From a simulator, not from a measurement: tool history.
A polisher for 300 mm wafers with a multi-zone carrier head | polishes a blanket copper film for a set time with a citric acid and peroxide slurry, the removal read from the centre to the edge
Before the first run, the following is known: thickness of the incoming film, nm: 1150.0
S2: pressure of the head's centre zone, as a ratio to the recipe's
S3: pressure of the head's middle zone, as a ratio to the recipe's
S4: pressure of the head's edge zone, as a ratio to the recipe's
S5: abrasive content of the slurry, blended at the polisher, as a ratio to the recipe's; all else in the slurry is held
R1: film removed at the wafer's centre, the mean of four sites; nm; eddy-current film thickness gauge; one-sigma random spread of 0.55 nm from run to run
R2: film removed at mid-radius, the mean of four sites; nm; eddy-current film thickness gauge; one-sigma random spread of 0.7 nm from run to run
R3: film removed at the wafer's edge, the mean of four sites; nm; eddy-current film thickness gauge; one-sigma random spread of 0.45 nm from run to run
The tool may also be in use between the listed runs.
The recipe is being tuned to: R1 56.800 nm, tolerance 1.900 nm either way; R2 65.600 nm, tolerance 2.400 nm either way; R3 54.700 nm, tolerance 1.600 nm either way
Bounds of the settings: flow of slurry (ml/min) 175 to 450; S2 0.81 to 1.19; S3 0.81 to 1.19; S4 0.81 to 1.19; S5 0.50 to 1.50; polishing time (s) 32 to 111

run 1 hour=0.0 | flow_of_slurry_(ml/min)=290 S2=1.00 S3=1.00 S4=1.00 S5=1.00 polishing_time_(s)=71 | R1=101.230 R2=103.950 R3=100.130
run 2 hour=3.8 | flow_of_slurry_(ml/min)=290 S2=1.00 S3=1.09 S4=1.00 S5=1.00 polishing_time_(s)=71 | R1=100.070 R2=109.270 R3=101.670
run 3 hour=7.1 | flow_of_slurry_(ml/min)=290 S2=1.00 S3=1.09 S4=1.09 S5=1.00 polishing_time_(s)=71 | R1=100.950 R2=110.890 R3=103.460
run 4 hour=15.7 | flow_of_slurry_(ml/min)=290 S2=1.00 S3=1.09 S4=1.09 S5=1.00 polishing_time_(s)=79 | R1=112.030 R2=122.270 R3=117.100
run 5 hour=18.4 | flow_of_slurry_(ml/min)=290 S2=1.00 S3=1.03 S4=1.09 S5=1.00 polishing_time_(s)=79 | R1=111.550 R2=116.310 R3=117.060
run 6 hour=22.2 | flow_of_slurry_(ml/min)=295 S2=0.99 S3=1.04 S4=1.05 S5=0.85 polishing_time_(s)=68 | R1=93.015 R2=97.417 R3=96.765
run 7 hour=27.8 | flow_of_slurry_(ml/min)=295 S2=0.99 S3=1.08 S4=1.01 S5=0.80 polishing_time_(s)=59 | R1=79.842 R2=84.822 R3=79.188
run 8 hour=35.8 | flow_of_slurry_(ml/min)=270 S2=0.89 S3=1.10 S4=0.91 S5=0.55 polishing_time_(s)=47 | R1=51.620 R2=63.321 R3=54.802

Which one of the following 5 next-run settings gets every result inside its allowed miss? There is exactly one.
run A hour=43.8 | flow_of_slurry_(ml/min)=255 S2=0.81 S3=1.14 S4=0.93 S5=0.50 polishing_time_(s)=47 | R1=? R2=? R3=?
run B hour=43.8 | flow_of_slurry_(ml/min)=240 S2=0.98 S3=1.08 S4=0.81 S5=0.50 polishing_time_(s)=46 | R1=? R2=? R3=?
run C hour=43.8 | flow_of_slurry_(ml/min)=235 S2=1.07 S3=1.11 S4=0.84 S5=0.50 polishing_time_(s)=50 | R1=? R2=? R3=?
run D hour=43.8 | flow_of_slurry_(ml/min)=300 S2=0.99 S3=1.15 S4=0.91 S5=0.60 polishing_time_(s)=45 | R1=? R2=? R3=?
run E hour=43.8 | flow_of_slurry_(ml/min)=180 S2=0.81 S3=1.16 S4=0.97 S5=0.50 polishing_time_(s)=49 | R1=? R2=? R3=?

move=A R1=47.129 R2=64.881 R3=55.003
move=B R1=53.248 R2=60.115 R3=50.342
move=C R1=62.033 R2=66.663 R3=55.449
move=D R1=56.302 R2=66.266 R3=54.984
move=E R1=46.172 R2=64.945 R3=56.114
A: lands further from the targets than the last run did
B: no better and no worse than the last run
C: takes the biggest miss from the last run beyond its target
D: meets every target
E: lands further from the targets than the last run did
D is the move that brings every result within its allowed miss.

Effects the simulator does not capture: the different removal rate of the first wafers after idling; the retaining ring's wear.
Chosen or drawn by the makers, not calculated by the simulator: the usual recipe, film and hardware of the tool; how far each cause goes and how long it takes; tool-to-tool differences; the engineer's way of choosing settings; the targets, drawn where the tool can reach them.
